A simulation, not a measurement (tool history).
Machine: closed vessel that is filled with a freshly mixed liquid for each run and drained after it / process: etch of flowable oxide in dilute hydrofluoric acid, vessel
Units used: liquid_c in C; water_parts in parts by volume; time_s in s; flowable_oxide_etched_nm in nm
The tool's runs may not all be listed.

run 1 hour=0 | liquid_c=21 water_parts=65 time_s=90 | flowable_oxide_etched_nm=59.704
run 2 hour=0.9 | liquid_c=20 water_parts=70 time_s=90 | flowable_oxide_etched_nm=51.979
run 3 hour=8.4 | liquid_c=17 water_parts=70 time_s=90 | flowable_oxide_etched_nm=46.346
run 4 hour=15.2 | liquid_c=17 water_parts=75 time_s=90 | flowable_oxide_etched_nm=42.525
run 5 hour=16 | liquid_c=17 water_parts=75 time_s=100 | flowable_oxide_etched_nm=48.298
run 6 hour=19.5 | liquid_c=19.5 water_parts=75 time_s=100 | flowable_oxide_etched_nm=53.029
-- hour=24.5 hydrofluoric acid flow meter replaced
run 7 hour=24.5 | liquid_c=17 water_parts=100 time_s=100 | flowable_oxide_etched_nm=32.064
run 8 hour=25 | liquid_c=17 water_parts=100 time_s=100 | flowable_oxide_etched_nm=32.427

Run 9 comes next. What will it give?
run 9 hour=28.5 | liquid_c=17.5 water_parts=100 time_s=100 | flowable_oxide_etched_nm=?

{"run 9": {"flowable_oxide_etched_nm": 33.403}}

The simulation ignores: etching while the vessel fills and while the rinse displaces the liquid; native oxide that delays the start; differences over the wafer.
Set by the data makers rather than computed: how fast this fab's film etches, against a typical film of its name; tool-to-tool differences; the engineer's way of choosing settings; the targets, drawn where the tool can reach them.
